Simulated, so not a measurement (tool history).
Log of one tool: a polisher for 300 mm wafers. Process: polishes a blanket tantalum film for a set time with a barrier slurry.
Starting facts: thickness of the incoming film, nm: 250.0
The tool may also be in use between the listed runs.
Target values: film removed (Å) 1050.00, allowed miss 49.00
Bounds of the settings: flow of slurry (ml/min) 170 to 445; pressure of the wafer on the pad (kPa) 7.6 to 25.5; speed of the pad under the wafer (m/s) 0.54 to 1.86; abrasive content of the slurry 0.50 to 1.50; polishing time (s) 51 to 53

run	hour	flow of slurry (ml/min)	pressure of the wafer on the pad (kPa)	speed of the pad under the wafer (m/s)	abrasive content of the slurry	polishing time (s)	film removed (Å)
1	0.0	285	16.5	1.18	1.00	51	1179.40
2	3.3	330	16.5	1.18	1.00	51	1187.90
3	7.9	330	15.2	1.18	1.00	51	1117.10
4	13.6	330	15.2	0.96	1.00	51	924.37
5	21.4	330	16.5	0.96	1.00	51	981.28
6	23.3	330	16.5	1.12	1.00	51	1106.30
# hour 24.8: slurry blender recalibrated
7	24.8	330	15.9	1.12	1.00	51	1356.30
8	31.0	320	15.9	1.12	1.00	51	1387.50
9	35.3	335	16.5	1.12	1.00	51	1422.90
10	43.4	325	16.5	1.12	1.00	51	1383.80
11	51.6	310	16.5	1.12	1.00	51	1383.10
12	53.5	325	16.5	1.12	1.00	51	1384.10
13	60.6	310	16.5	1.12	1.00	51	1397.80
14	64.9	325	16.5	1.12	1.00	51	1435.90
15	70.0	310	16.5	1.12	1.00	51	1408.70
16	72.2	295	12.4	1.08	1.00	51	1109.70

Below are 5 possible settings for the next run. Only one of them brings all results inside the allowed miss of their targets. Which is it?
A	74.4	330	10.3	1.22	1.00	53	?
B	74.4	255	14.5	0.92	0.80	51	?
C	74.4	330	12.4	1.10	1.05	51	?
D	74.4	365	13.1	1.08	1.10	51	?
E	74.4	305	13.8	0.94	1.00	51	?

move	film removed (Å)
A	1182.10
B	924.90
C	1160.40
D	1205.30
E	1034.80
A: further off than the last run
B: carries the result that was furthest off beyond its target, to the other side
C: further off than the last run
D: further off than the last run
E: each result inside its tolerance
Answer: E
